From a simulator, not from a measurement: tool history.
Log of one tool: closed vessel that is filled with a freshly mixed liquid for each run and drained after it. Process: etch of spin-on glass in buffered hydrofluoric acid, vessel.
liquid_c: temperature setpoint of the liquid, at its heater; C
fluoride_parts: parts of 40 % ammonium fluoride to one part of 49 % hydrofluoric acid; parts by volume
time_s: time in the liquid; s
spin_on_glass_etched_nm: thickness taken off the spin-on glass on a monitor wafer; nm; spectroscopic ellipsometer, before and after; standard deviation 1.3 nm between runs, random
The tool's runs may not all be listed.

run,day,liquid_c,fluoride_parts,time_s,spin_on_glass_etched_nm
1,0,20,13.5,95,218.66
2,0.367,21,13.5,95,229.3
3,0.662,22,13.5,95,242.65
4,0.8,22.5,13.5,95,250.88
5,1.175,23,13.5,95,257.31
6,1.25,21.5,13.5,95,236.41
7,1.512,22,13.5,95,243

Predict the results of run 8:
8,1.662,22.5,13.5,95,?

{"run 8": {"spin_on_glass_etched_nm": 249.79}}
